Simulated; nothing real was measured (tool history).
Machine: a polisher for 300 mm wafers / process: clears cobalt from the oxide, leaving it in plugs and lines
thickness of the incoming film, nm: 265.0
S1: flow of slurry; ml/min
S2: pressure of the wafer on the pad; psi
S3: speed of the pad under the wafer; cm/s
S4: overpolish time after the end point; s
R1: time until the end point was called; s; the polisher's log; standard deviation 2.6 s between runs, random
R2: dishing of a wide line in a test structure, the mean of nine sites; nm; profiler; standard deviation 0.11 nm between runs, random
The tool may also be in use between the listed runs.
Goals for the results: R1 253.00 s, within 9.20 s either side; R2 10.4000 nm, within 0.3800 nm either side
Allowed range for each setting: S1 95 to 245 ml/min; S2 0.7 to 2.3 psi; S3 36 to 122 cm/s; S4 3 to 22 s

run	hour	S1	S2	S3	S4	R1	R2
1	0.0	155	1.5	78	11	109.51	19.6350
2	6.6	155	1.2	78	11	136.12	16.1420
3	10.8	155	1.2	78	16	133.65	21.9200
4	18.6	160	1.1	72	15	160.53	19.1310
5	23.6	160	1.2	72	15	145.45	20.0250
6	30.4	160	1.1	68	14	168.66	16.8580
7	38.6	160	1.0	66	13	189.95	14.2570
8	40.1	155	0.9	66	13	211.21	13.2730
9	45.6	150	0.9	66	13	214.99	13.0480
10	48.1	135	0.7	66	11	270.34	8.7448
11	56.4	175	0.7	64	12	262.86	9.8628
12	59.6	180	0.7	64	12	265.95	9.8620
13	68.0	180	0.8	64	12	238.02	11.0640
14	74.0	175	0.8	64	12	239.06	11.0790
15	76.7	170	0.8	64	12	235.06	11.0570
16	85.6	165	0.7	64	12	270.24	9.7435
17	93.5	170	0.7	64	12	270.90	9.6738
# hour 94.3: worn pad replaced by a new one
18	94.3	175	0.7	64	12	241.00	10.8230

Consider the 5 candidate settings below. Which is the only one whose results all fall within their allowed miss of target?
A	95.1	175	0.7	58	14	?	?
B	95.1	220	0.9	46	12	?	?
C	95.1	180	0.7	64	13	?	?
D	95.1	165	0.7	60	14	?	?
E	95.1	175	0.7	56	13	?	?

move	R1	R2
A	264.27	11.2260
B	251.78	10.2120
C	239.33	11.4690
D	258.31	11.4530
E	273.32	10.1970
A: the result that was furthest off in the last run now lies on the other side of its target
B: hits every target within its allowed miss
C: the biggest miss grows against the last run
D: the furthest-off result lands on target, but another misses its tolerance
E: the result that was furthest off in the last run now lies on the other side of its target
The right move is B.
